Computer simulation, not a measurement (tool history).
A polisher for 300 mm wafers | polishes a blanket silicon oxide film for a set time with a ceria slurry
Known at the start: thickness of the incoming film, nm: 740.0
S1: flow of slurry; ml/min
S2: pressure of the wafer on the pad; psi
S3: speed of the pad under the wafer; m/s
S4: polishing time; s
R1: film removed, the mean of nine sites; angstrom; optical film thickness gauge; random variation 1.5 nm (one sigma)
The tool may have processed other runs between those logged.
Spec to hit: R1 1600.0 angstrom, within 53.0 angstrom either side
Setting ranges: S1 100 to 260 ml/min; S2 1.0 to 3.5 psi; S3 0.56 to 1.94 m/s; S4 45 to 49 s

run 1 hour=0.0 | S1=165 S2=2.2 S3=1.24 S4=49 | R1=2057.3
run 2 hour=1.5 | S1=160 S2=2.0 S3=1.24 S4=49 | R1=1918.9
run 3 hour=2.5 | S1=160 S2=2.0 S3=1.24 S4=49 | R1=1910.7
run 4 hour=11.0 | S1=160 S2=2.0 S3=1.24 S4=49 | R1=1948.2
run 5 hour=18.6 | S1=160 S2=1.8 S3=1.24 S4=49 | R1=1759.0
run 6 hour=20.0 | S1=200 S2=1.8 S3=1.24 S4=49 | R1=1826.7
run 7 hour=27.1 | S1=195 S2=1.7 S3=1.24 S4=49 | R1=1738.8
run 8 hour=33.3 | S1=190 S2=1.6 S3=1.24 S4=49 | R1=1696.8
run 9 hour=35.4 | S1=190 S2=1.6 S3=1.24 S4=49 | R1=1697.7
run 10 hour=37.9 | S1=185 S2=1.6 S3=1.24 S4=49 | R1=1679.9

Exactly one of the 4 candidate moves below puts every result within its allowed miss. Which one?
run A hour=40.4 | S1=175 S2=1.5 S3=1.24 S4=45 | R1=?
run B hour=40.4 | S1=230 S2=1.9 S3=1.06 S4=45 | R1=?
run C hour=40.4 | S1=175 S2=1.3 S3=1.28 S4=48 | R1=?
run D hour=40.4 | S1=180 S2=2.0 S3=0.90 S4=45 | R1=?

move=A R1=1468.1
move=B R1=1621.6
move=C R1=1457.4
move=D R1=1470.3
A: takes the biggest miss from the last run beyond its target
B: every result within its allowed miss
C: takes the biggest miss from the last run beyond its target
D: takes the biggest miss from the last run beyond its target
The move that meets every target is B.
